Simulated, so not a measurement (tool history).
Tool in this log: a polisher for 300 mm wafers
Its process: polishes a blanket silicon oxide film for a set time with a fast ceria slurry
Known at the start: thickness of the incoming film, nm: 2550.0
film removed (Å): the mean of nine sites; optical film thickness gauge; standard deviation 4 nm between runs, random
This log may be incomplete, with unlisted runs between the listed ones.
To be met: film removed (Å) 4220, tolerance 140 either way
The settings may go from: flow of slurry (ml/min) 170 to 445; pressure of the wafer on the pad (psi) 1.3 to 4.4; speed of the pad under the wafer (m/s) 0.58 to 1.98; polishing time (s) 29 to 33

run    day  flow of slurry (ml/min)  pressure of the wafer on the pad (psi)  speed of the pad under the wafer (m/s)  polishing time (s)  film removed (Å)
  1      0                      285                                     2.8                                    1.28                  33            5505.2
  2  0.358                      285                                     2.6                                    1.28                  33            5198.7
  3  0.579                      285                                     2.6                                    1.28                  33            5208.8
  4  0.683                      285                                     2.4                                    1.28                  33            4859.6
  5  0.821                      285                                     2.3                                    1.28                  33            4671.3
  6  1.029                      325                                     2.3                                    1.28                  33            4665.7
  7  1.346                      325                                     2.2                                    1.28                  33            4544.4
     1.379  -- worn pad replaced by a new one
  8  1.379                      325                                     2.1                                    1.28                  33            4730.9
  9  1.696                      310                                       2                                    1.28                  33            4495.6

Which one of the following 5 next-run settings gets every result inside its allowed miss? There is exactly one.
  A  2.012                      370                                     2.5                                     1.1                  29                 ?
  B  2.012                      325                                     1.9                                     1.4                  33                 ?
  C  2.012                      280                                     2.4                                    1.18                  32                 ?
  D  2.012                      315                                       2                                    1.34                  33                 ?
  E  2.012                      315                                     1.6                                    1.94                  30                 ?

move  film removed (Å)
   A            4316.2
   B            4722.7
   C            4801.5
   D            4742.9
   E            5000.9
A: in spec on every target
B: its largest miss is bigger than the last run's
C: its largest miss is bigger than the last run's
D: its largest miss is bigger than the last run's
E: its largest miss is bigger than the last run's
A is the move that brings every result within its allowed miss.
